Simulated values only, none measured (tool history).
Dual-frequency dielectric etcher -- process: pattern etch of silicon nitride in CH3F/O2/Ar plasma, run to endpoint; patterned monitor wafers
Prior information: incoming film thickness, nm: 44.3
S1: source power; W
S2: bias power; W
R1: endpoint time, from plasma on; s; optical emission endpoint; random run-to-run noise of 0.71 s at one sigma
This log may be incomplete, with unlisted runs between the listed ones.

| run | hour | S1 | S2 | R1 |
|---|---|---|---|---|
| 1 | 0.0 | 330 | 54 | 78.342 |
| 2 | 8.4 | 300 | 52 | 83.136 |
| 3 | 12.5 | 280 | 51 | 86.973 |
| 4 | 14.5 | 270 | 51 | 89.330 |
| 5 | 22.8 | 210 | 51 | 105.500 |
| 6 | 25.9 | 220 | 51 | 101.220 |
| 7 | 31.9 | 220 | 51 | 101.370 |
| 8 | 36.8 | 230 | 51 | 98.701 |

Forecast run 9:
| 9 | 45.6 | 240 | 51 | ? |

R1: 94.978 s
